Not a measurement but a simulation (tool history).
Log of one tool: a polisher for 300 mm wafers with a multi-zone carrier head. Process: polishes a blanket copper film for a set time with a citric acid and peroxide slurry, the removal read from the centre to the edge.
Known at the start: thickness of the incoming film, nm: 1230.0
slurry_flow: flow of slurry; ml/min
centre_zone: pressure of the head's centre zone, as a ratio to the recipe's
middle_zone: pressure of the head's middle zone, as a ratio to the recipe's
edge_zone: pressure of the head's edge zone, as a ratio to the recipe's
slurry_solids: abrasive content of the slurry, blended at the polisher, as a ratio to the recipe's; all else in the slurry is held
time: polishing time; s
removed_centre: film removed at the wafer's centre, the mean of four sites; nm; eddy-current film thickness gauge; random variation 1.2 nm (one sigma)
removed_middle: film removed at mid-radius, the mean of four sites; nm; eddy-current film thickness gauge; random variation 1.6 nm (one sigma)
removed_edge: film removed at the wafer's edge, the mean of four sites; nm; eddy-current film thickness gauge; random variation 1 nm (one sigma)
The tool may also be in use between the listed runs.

run	day	slurry_flow	centre_zone	middle_zone	edge_zone	slurry_solids	time	removed_centre	removed_middle	removed_edge
1	0.000	220	1.00	1.00	1.00	1.00	87	138.14	138.440	142.82
2	0.258	215	0.98	0.98	1.00	1.00	87	137.38	137.950	143.13
3	0.450	215	0.98	0.91	1.00	1.00	87	135.62	128.870	142.66
4	0.621	215	0.98	0.86	1.00	1.00	87	137.32	123.680	140.70
5	0.779	215	0.98	0.86	1.00	1.00	67	106.78	96.987	109.19
6	0.879	215	1.03	0.86	1.00	1.00	67	110.83	94.124	110.29
7	1.146	215	1.03	0.86	1.00	1.00	67	110.72	95.125	109.90

The next listed run, before its measurement:
8	1.267	220	1.01	0.88	1.03	1.05	67	?	?	?

Run 8 gave removed_centre 109.68 nm, removed_middle 101.110 nm, removed_edge 113.07 nm.
